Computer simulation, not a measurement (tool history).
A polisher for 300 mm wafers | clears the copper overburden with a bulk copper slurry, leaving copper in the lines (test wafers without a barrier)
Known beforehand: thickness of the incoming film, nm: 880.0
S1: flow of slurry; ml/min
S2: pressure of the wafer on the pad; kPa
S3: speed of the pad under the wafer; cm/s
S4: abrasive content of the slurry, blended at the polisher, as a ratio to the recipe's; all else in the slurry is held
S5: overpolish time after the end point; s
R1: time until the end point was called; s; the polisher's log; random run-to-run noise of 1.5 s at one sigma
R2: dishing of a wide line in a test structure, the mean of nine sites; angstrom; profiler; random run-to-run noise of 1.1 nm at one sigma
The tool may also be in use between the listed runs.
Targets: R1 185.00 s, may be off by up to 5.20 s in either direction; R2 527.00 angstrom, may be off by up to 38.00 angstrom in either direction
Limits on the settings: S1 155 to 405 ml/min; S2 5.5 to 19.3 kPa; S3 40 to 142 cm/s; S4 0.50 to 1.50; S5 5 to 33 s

run 1 day=0.000 | S1=260 S2=12.4 S3=90 S4=1.00 S5=17 | R1=205.73 R2=445.43
run 2 day=0.100 | S1=260 S2=12.4 S3=90 S4=1.20 S5=17 | R1=199.85 R2=470.93
run 3 day=0.242 | S1=260 S2=12.4 S3=68 S4=1.20 S5=17 | R1=260.81 R2=378.44
run 4 day=0.275 | S1=260 S2=12.4 S3=78 S4=1.20 S5=17 | R1=226.49 R2=394.66
run 5 day=0.467 | S1=260 S2=13.1 S3=78 S4=1.20 S5=18 | R1=216.94 R2=446.35
run 6 day=0.508 | S1=260 S2=13.1 S3=60 S4=1.20 S5=18 | R1=276.73 R2=380.38
run 7 day=0.600 | S1=275 S2=16.5 S3=62 S4=1.20 S5=19 | R1=212.41 R2=474.82
run 8 day=0.646 | S1=275 S2=17.2 S3=62 S4=1.20 S5=19 | R1=203.25 R2=491.62
run 9 day=0.821 | S1=275 S2=17.9 S3=62 S4=1.20 S5=19 | R1=196.26 R2=508.61
run 10 day=1.100 | S1=275 S2=17.9 S3=62 S4=1.20 S5=19 | R1=193.97 R2=483.48

Which single option among these 4 for the next run brings every result within its allowed miss of target? Just one does.
run A day=1.379 | S1=255 S2=19.3 S3=50 S4=1.35 S5=23 | R1=? R2=?
run B day=1.379 | S1=240 S2=17.2 S3=64 S4=1.15 S5=20 | R1=? R2=?
run C day=1.379 | S1=295 S2=19.3 S3=58 S4=1.50 S5=19 | R1=? R2=?
run D day=1.379 | S1=225 S2=17.9 S3=68 S4=1.35 S5=14 | R1=? R2=?

move=A R1=223.07 R2=532.01
move=B R1=205.40 R2=508.09
move=C R1=186.52 R2=528.12
move=D R1=181.41 R2=438.48
A: lands further from the targets than the last run did
B: lands further from the targets than the last run did
C: all results in spec
D: meets the target for the result that was furthest off, but another lies outside its allowed miss
Go with C: it meets all targets.
